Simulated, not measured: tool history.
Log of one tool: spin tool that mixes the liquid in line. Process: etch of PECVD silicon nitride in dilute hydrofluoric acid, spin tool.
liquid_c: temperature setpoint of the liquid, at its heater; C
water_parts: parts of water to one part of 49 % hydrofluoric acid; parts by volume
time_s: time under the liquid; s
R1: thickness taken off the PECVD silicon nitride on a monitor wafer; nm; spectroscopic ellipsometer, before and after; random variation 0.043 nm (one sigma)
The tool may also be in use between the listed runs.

{"run": 1, "hour": 0.0, "liquid_c": 20, "water_parts": 50, "time_s": 100, "R1": 3.5324}
{"run": 2, "hour": 5.5, "liquid_c": 22, "water_parts": 50, "time_s": 100, "R1": 4.0462}
{"run": 3, "hour": 7.6, "liquid_c": 22, "water_parts": 40, "time_s": 100, "R1": 4.9771}
{"run": 4, "hour": 15.1, "liquid_c": 22, "water_parts": 30, "time_s": 100, "R1": 6.5764}
{"run": 5, "hour": 18.4, "liquid_c": 24, "water_parts": 30, "time_s": 100, "R1": 7.6558}
{"run": 6, "hour": 24.1, "liquid_c": 27, "water_parts": 30, "time_s": 100, "R1": 9.3412}
{"run": 7, "hour": 28.5, "liquid_c": 25.5, "water_parts": 30, "time_s": 100, "R1": 8.3706}
{"run": 8, "hour": 29.9, "liquid_c": 24.5, "water_parts": 30, "time_s": 100, "R1": 7.8364}

The next listed run, before its measurement:
{"run": 9, "hour": 34.5, "liquid_c": 23.5, "water_parts": 30, "time_s": 100, "R1": "?"}

{"run 9": {"R1": 7.3108}}

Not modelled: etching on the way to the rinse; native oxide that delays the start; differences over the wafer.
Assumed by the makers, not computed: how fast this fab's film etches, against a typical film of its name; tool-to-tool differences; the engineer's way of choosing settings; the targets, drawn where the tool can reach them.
